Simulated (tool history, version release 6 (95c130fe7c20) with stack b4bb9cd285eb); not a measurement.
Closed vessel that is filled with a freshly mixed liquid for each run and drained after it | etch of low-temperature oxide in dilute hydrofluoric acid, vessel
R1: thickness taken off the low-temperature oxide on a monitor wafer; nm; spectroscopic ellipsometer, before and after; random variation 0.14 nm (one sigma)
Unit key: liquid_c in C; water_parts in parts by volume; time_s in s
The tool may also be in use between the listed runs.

{"run": 1, "day": 0.0, "liquid_c": 22, "water_parts": 165, "time_s": 180, "R1": 15.721}
{"run": 2, "day": 0.104, "liquid_c": 23.5, "water_parts": 165, "time_s": 180, "R1": 16.873}
{"run": 3, "day": 0.325, "liquid_c": 21, "water_parts": 165, "time_s": 180, "R1": 15.286}
{"run": 4, "day": 0.7, "liquid_c": 21, "water_parts": 165, "time_s": 190, "R1": 16.258}
{"run": 5, "day": 1.042, "liquid_c": 21, "water_parts": 165, "time_s": 180, "R1": 15.254}
{"day": 1.2, "done": "hydrofluoric acid flow meter replaced"}
{"run": 6, "day": 1.2, "liquid_c": 21, "water_parts": 115, "time_s": 180, "R1": 24.565}
{"run": 7, "day": 1.429, "liquid_c": 20.5, "water_parts": 115, "time_s": 180, "R1": 24.405}

Run 8, settings as shown, results not yet in. Your forecast:
{"run": 8, "day": 1.779, "liquid_c": 20, "water_parts": 115, "time_s": 180, "R1": "?"}

R1: 23.884 nm
